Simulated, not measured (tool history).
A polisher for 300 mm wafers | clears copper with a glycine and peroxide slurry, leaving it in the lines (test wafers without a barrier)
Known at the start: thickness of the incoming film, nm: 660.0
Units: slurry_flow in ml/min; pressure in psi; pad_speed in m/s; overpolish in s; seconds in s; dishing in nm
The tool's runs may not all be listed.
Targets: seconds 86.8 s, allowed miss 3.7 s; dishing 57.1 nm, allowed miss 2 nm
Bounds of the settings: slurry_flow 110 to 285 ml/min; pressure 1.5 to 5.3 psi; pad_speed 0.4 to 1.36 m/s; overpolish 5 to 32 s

run  hour  slurry_flow  pressure  pad_speed  overpolish  seconds  dishing
  1     0          180       3.4       0.88          16   102.09   57.298
  2   8.8          180       4.1       0.88          16   85.566   64.028
  3  13.4          180       4.8       0.88          16   76.106   71.603
  4  18.1          180       4.7       0.88          16   76.845   69.546
  5  25.9          180       5.1       0.88          16   72.919   74.814
  6  31.9          180         5       0.88          16   74.204   73.597
  7  40.5          180       4.9       0.88          16   74.702   72.345
  8  42.4          180       4.8       0.88          16   76.393   71.864
  9  50.6          185       4.1       0.88          12   87.528   53.799

4 next moves are on the table. One of them brings every result within its allowed miss. Which?
  A  58.8          175       3.8       0.98          11        ?        ?
  B  58.8          170       4.2        0.9          11        ?        ?
  C  58.8          250       4.5        0.7          13        ?        ?
  D  58.8          150       4.7       0.74          11        ?        ?

move  seconds  dishing
   A   88.556   49.145
   B    85.28   50.876
   C   87.395   56.905
   D   86.664   50.657
A: further off than the last run
B: further off than the last run
C: meets every target
D: further off than the last run
Answer: C
